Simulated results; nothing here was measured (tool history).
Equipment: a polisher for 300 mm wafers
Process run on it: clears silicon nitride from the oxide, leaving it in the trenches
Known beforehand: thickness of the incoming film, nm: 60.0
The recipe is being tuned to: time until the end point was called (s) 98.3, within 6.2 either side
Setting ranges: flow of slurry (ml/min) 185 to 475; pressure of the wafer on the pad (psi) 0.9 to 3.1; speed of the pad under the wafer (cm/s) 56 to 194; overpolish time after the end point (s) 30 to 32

run    day  flow of slurry (ml/min)  pressure of the wafer on the pad (psi)  speed of the pad under the wafer (cm/s)  overpolish time after the end point (s)  time until the end point was called (s)
  1      0                      305                                       2                                      124                                       30                                   61.472
  2    0.3                      305                                     1.9                                      124                                       30                                   64.329
  3  0.375                      305                                     2.4                                      124                                       30                                   52.778
  4  0.708                      305                                     2.3                                      122                                       30                                   53.705
  5  0.992                      305                                     2.6                                      122                                       30                                   48.969
  6  1.117                      370                                     2.6                                      122                                       30                                       47
  7  1.371                      365                                       2                                      108                                       30                                   68.961
  8  1.642                      365                                     1.4                                      100                                       30                                   104.63

Which one of the following 5 next-run settings gets every result inside its allowed miss? There is exactly one.
  A  1.912                      310                                       2                                       90                                       30                                        ?
  B  1.912                      375                                     1.3                                      100                                       32                                        ?
  C  1.912                      350                                     1.7                                       70                                       30                                        ?
  D  1.912                      415                                     1.5                                       98                                       32                                        ?
  E  1.912                      370                                     1.7                                      106                                       30                                        ?

move  time until the end point was called (s)
   A                                    85.55
   B                                   115.16
   C                                   125.87
   D                                   101.64
   E                                   84.238
A: the result that was furthest off in the last run now lies on the other side of its target
B: the biggest miss grows against the last run
C: the biggest miss grows against the last run
D: each result inside its tolerance
E: the result that was furthest off in the last run now lies on the other side of its target
D is the move that brings every result within its allowed miss.

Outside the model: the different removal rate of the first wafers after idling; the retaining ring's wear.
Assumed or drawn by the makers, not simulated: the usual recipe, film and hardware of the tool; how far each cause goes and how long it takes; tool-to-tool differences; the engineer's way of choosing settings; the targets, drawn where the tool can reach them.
